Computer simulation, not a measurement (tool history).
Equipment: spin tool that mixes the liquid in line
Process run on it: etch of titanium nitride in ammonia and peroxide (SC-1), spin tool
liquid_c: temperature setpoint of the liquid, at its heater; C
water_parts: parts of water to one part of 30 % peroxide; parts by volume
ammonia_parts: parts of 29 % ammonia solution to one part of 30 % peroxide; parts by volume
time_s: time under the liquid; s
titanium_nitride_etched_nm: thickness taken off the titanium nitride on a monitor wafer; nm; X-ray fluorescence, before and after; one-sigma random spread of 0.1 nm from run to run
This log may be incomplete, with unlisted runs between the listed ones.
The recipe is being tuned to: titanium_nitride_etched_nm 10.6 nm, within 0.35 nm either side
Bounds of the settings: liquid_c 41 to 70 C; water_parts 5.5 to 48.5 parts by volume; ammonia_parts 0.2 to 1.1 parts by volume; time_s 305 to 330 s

run 1 hour=0 | liquid_c=57 water_parts=27 ammonia_parts=0.6 time_s=305 | titanium_nitride_etched_nm=32.267
run 2 hour=8.2 | liquid_c=54.5 water_parts=27.5 ammonia_parts=0.6 time_s=305 | titanium_nitride_etched_nm=26.453
run 3 hour=12.1 | liquid_c=52.5 water_parts=27.5 ammonia_parts=0.6 time_s=305 | titanium_nitride_etched_nm=23.431
run 4 hour=20.5 | liquid_c=52.5 water_parts=27.5 ammonia_parts=0.45 time_s=305 | titanium_nitride_etched_nm=21.766
run 5 hour=26.5 | liquid_c=52.5 water_parts=27.5 ammonia_parts=0.6 time_s=305 | titanium_nitride_etched_nm=23.209
run 6 hour=34.6 | liquid_c=52.5 water_parts=27.5 ammonia_parts=0.7 time_s=305 | titanium_nitride_etched_nm=24.177
run 7 hour=35.4 | liquid_c=44.5 water_parts=31 ammonia_parts=0.7 time_s=305 | titanium_nitride_etched_nm=12.882
run 8 hour=42.6 | liquid_c=44 water_parts=31 ammonia_parts=0.7 time_s=305 | titanium_nitride_etched_nm=12.151
run 9 hour=48.8 | liquid_c=43.5 water_parts=31 ammonia_parts=0.7 time_s=305 | titanium_nitride_etched_nm=11.769
run 10 hour=55.8 | liquid_c=41.5 water_parts=31 ammonia_parts=0.7 time_s=305 | titanium_nitride_etched_nm=10.174

4 next moves are on the table. One of them brings every result within its allowed miss. Which?
run A hour=62.8 | liquid_c=42 water_parts=35 ammonia_parts=0.55 time_s=315 | titanium_nitride_etched_nm=?
run B hour=62.8 | liquid_c=42 water_parts=34 ammonia_parts=0.6 time_s=305 | titanium_nitride_etched_nm=?
run C hour=62.8 | liquid_c=41 water_parts=35 ammonia_parts=0.55 time_s=330 | titanium_nitride_etched_nm=?
run D hour=62.8 | liquid_c=42 water_parts=36 ammonia_parts=0.75 time_s=330 | titanium_nitride_etched_nm=?

move=A titanium_nitride_etched_nm=9.7906
move=B titanium_nitride_etched_nm=9.7999
move=C titanium_nitride_etched_nm=9.5301
move=D titanium_nitride_etched_nm=10.704
A: its largest miss is bigger than the last run's
B: its largest miss is bigger than the last run's
C: its largest miss is bigger than the last run's
D: every result within its allowed miss
The move that meets every target is D.
